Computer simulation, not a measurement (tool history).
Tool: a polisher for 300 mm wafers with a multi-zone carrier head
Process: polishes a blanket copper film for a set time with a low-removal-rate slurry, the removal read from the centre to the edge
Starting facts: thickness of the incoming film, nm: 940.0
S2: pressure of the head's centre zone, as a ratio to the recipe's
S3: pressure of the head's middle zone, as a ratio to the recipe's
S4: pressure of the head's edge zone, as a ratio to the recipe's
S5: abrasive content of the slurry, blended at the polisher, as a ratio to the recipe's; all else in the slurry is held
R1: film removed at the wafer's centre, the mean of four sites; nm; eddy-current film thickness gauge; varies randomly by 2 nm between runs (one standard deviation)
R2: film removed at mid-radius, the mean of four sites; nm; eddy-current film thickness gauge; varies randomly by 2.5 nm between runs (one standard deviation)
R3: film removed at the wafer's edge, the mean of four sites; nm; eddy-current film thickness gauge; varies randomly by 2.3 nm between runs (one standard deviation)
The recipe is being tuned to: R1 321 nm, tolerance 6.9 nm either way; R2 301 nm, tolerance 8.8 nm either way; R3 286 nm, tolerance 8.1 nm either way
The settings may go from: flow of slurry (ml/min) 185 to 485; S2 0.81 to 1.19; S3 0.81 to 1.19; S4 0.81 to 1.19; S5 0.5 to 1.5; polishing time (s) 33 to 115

Run 1, hour 0: flow of slurry (ml/min) 310, S2 1, S3 1, S4 1, S5 1, polishing time (s) 73. Result: R1 213.98 nm, R2 207.78 nm, R3 221.51 nm.
Run 2, hour 1.8: flow of slurry (ml/min) 310, S2 1.08, S3 1, S4 1, S5 1, polishing time (s) 73. Result: R1 229.42 nm, R2 209.64 nm, R3 216.11 nm.
Run 3, hour 9.1: flow of slurry (ml/min) 310, S2 1.08, S3 1, S4 1, S5 1.2, polishing time (s) 73. Result: R1 238.51 nm, R2 215.21 nm, R3 221.78 nm.
Run 4, hour 14.5: flow of slurry (ml/min) 310, S2 1.08, S3 1, S4 1, S5 1.2, polishing time (s) 90. Result: R1 293.9 nm, R2 267.65 nm, R3 276.11 nm.
Run 5, hour 21.3: flow of slurry (ml/min) 335, S2 1.1, S3 1.03, S4 1.01, S5 1.2, polishing time (s) 90. Result: R1 302.55 nm, R2 276.1 nm, R3 279.51 nm.
Run 6, hour 26: flow of slurry (ml/min) 350, S2 1.11, S3 1.05, S4 1.01, S5 1.2, polishing time (s) 90. Result: R1 308.18 nm, R2 279.71 nm, R3 278.97 nm.
Run 7, hour 27.5: flow of slurry (ml/min) 365, S2 1.11, S3 1.07, S4 1.02, S5 1.2, polishing time (s) 90. Result: R1 304.55 nm, R2 287.93 nm, R3 287.13 nm.
Run 8, hour 35.3: flow of slurry (ml/min) 375, S2 1.12, S3 1.08, S4 1.01, S5 1.2, polishing time (s) 90. Result: R1 309.64 nm, R2 285.23 nm, R3 285.91 nm.
Run 9, hour 37.7: flow of slurry (ml/min) 410, S2 1.14, S3 1.17, S4 0.99, S5 1.2, polishing time (s) 90. Result: R1 320.01 nm, R2 316.34 nm, R3 278.32 nm.

Of the 4 settings listed for the next run, only one would bring every result within its allowed miss of target. Which one?
Run A, hour 40.1: flow of slurry (ml/min) 415, S2 1.11, S3 1.07, S4 1.07, S5 1.3, polishing time (s) 92. Result: R1 ?, R2 ?, R3 ?.
Run B, hour 40.1: flow of slurry (ml/min) 470, S2 1.17, S3 1.14, S4 1.1, S5 1.1, polishing time (s) 95. Result: R1 ?, R2 ?, R3 ?.
Run C, hour 40.1: flow of slurry (ml/min) 420, S2 1.16, S3 1.13, S4 1.04, S5 1.35, polishing time (s) 87. Result: R1 ?, R2 ?, R3 ?.
Run D, hour 40.1: flow of slurry (ml/min) 480, S2 1.19, S3 1.18, S4 0.98, S5 1.1, polishing time (s) 89. Result: R1 ?, R2 ?, R3 ?.

move      R1      R2      R3
   A  323.55  299.29  302.35
   B  343.93  318.05  307.86
   C  322.71  299.01  284.03
   D   328.3  307.37   272.6
A: brings the result that was furthest off to its target, and leaves another outside
B: lands further from the targets than the last run did
C: all results land within tolerance of their targets
D: brings the result that was furthest off to its target, and leaves another outside
So the answer is move C, the one that meets all the targets.

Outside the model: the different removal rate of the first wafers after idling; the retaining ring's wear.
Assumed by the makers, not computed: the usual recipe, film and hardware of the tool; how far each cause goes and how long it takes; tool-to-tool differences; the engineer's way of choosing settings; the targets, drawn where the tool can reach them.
